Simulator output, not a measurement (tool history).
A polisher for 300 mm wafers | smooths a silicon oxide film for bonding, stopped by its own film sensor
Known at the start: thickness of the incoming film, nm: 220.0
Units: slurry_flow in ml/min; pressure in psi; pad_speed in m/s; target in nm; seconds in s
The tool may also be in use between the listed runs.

run  hour  slurry_flow  pressure  pad_speed  slurry_solids  target  seconds
  1   0.0          320       2.3       1.04            1.0     195   22.653
  2   0.7          320       2.4       1.04            1.0     195   22.370
  3   9.3          320       2.4       1.04            0.8     195   25.359
  4  16.1          320       2.5       1.04            0.8     195   24.340
     21.0  -- head pressure recalibrated
  5  21.0          320       2.5       1.04            0.6     195   29.942
  6  27.2          320       2.5       1.04            0.6     195   31.172

Run 7 comes next. What will it give?
  7  31.9          320       3.1       1.14            0.6     195        ?

seconds: 22.848 s

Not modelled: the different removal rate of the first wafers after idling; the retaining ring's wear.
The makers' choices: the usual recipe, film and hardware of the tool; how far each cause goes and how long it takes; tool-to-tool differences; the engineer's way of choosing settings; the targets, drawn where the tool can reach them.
